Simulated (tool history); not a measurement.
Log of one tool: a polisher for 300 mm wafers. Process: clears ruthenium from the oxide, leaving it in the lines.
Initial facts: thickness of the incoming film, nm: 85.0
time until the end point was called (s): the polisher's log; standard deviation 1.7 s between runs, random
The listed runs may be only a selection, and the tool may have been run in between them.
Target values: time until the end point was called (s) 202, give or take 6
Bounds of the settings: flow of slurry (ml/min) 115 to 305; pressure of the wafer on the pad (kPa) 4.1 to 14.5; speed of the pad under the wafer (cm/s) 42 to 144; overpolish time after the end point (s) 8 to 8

run,hour,flow of slurry (ml/min),pressure of the wafer on the pad (kPa),speed of the pad under the wafer (cm/s),overpolish time after the end point (s),time until the end point was called (s)
1,0,195,9,92,8,109.94
2,1.5,195,8.3,92,8,117.2
3,4.3,195,8.3,104,8,102.91
4,8.1,190,6.9,98,8,124.88
5,17,185,6.2,92,8,141.5
6,19.6,185,5.5,88,8,158.14
7,23.9,185,4.8,84,8,178.4
8,24.6,185,4.8,82,8,187.72

Consider the 5 candidate settings below. Which is the only one whose results all fall within their allowed miss of target?
A,25.3,200,4.8,86,8,?
B,25.3,205,4.1,82,8,?
C,25.3,195,4.1,92,8,?
D,25.3,180,4.8,86,8,?
E,25.3,175,6.2,60,8,?

move,time until the end point was called (s)
A,174.6
B,199.14
C,179.14
D,176.73
E,214.49
A: moves away from the targets compared with the last run
B: meets every target
C: moves away from the targets compared with the last run
D: moves away from the targets compared with the last run
E: the result that was furthest off in the last run now lies on the other side of its target
Move B is the one to make.
